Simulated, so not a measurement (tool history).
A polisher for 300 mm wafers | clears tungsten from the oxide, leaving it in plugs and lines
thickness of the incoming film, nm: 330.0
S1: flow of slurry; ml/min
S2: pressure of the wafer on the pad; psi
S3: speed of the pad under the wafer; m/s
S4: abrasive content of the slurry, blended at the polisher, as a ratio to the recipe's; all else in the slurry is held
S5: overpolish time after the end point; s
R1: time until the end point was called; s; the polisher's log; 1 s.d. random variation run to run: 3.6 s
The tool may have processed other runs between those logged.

run 1 hour=0.0 | S1=130 S2=3.9 S3=0.82 S4=1.00 S5=8 | R1=97.585
run 2 hour=7.2 | S1=130 S2=3.1 S3=0.82 S4=1.00 S5=8 | R1=118.030
run 3 hour=8.3 | S1=120 S2=2.9 S3=0.74 S4=0.95 S5=8 | R1=145.950
run 4 hour=9.8 | S1=115 S2=2.7 S3=0.68 S4=0.95 S5=8 | R1=171.690
run 5 hour=15.2 | S1=115 S2=2.7 S3=0.58 S4=0.95 S5=8 | R1=197.810
run 6 hour=18.9 | S1=115 S2=2.7 S3=0.58 S4=0.85 S5=8 | R1=202.010
run 7 hour=21.2 | S1=110 S2=2.6 S3=0.56 S4=0.85 S5=8 | R1=220.820
run 8 hour=23.0 | S1=105 S2=2.5 S3=0.54 S4=0.85 S5=8 | R1=238.400
run 9 hour=27.8 | S1=100 S2=2.4 S3=0.54 S4=0.85 S5=8 | R1=243.860
run 10 hour=28.6 | S1=100 S2=2.3 S3=0.52 S4=0.85 S5=8 | R1=268.410

What does the tool deliver on the next run?
run 11 hour=31.5 | S1=95 S2=2.2 S3=0.52 S4=0.85 S5=8 | R1=?

R1: 286.250 s
